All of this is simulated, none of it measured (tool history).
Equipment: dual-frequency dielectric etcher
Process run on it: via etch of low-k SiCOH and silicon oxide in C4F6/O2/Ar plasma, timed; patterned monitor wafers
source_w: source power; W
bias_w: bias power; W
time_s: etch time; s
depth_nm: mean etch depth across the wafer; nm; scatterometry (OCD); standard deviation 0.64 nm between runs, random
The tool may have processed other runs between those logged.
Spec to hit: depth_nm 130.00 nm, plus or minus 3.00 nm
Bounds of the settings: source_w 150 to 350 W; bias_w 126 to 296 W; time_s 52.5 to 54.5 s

{"run": 1, "day": 0.0, "source_w": 250, "bias_w": 211, "time_s": 52.5, "depth_nm": 116.1}
{"run": 2, "day": 0.333, "source_w": 250, "bias_w": 211, "time_s": 52.5, "depth_nm": 115.71}
{"run": 3, "day": 0.5, "source_w": 250, "bias_w": 211, "time_s": 54.5, "depth_nm": 122.09}
{"run": 4, "day": 0.817, "source_w": 250, "bias_w": 184, "time_s": 54.5, "depth_nm": 114.44}
{"run": 5, "day": 1.004, "source_w": 270, "bias_w": 189, "time_s": 54.5, "depth_nm": 119.59}
{"run": 6, "day": 1.133, "source_w": 280, "bias_w": 192, "time_s": 54.5, "depth_nm": 123.08}
{"run": 7, "day": 1.433, "source_w": 290, "bias_w": 194, "time_s": 54.5, "depth_nm": 126.07}
{"run": 8, "day": 1.471, "source_w": 290, "bias_w": 195, "time_s": 54.5, "depth_nm": 125.72}

Next run, 5 choices. One meets every target within its allowed miss, the rest don't. Which?
{"run": "A", "day": 1.508, "source_w": 320, "bias_w": 189, "time_s": 54.5, "depth_nm": "?"}
{"run": "B", "day": 1.508, "source_w": 280, "bias_w": 184, "time_s": 54.5, "depth_nm": "?"}
{"run": "C", "day": 1.508, "source_w": 340, "bias_w": 165, "time_s": 52.5, "depth_nm": "?"}
{"run": "D", "day": 1.508, "source_w": 270, "bias_w": 177, "time_s": 54.5, "depth_nm": "?"}
{"run": "E", "day": 1.508, "source_w": 300, "bias_w": 186, "time_s": 52.5, "depth_nm": "?"}

move=A depth_nm=131.39
move=B depth_nm=121.61
move=C depth_nm=123.00
move=D depth_nm=117.40
move=E depth_nm=121.80
A: in spec on every target
B: misses by more than the last run did
C: misses by more than the last run did
D: misses by more than the last run did
E: misses by more than the last run did
Move A is the one to make.

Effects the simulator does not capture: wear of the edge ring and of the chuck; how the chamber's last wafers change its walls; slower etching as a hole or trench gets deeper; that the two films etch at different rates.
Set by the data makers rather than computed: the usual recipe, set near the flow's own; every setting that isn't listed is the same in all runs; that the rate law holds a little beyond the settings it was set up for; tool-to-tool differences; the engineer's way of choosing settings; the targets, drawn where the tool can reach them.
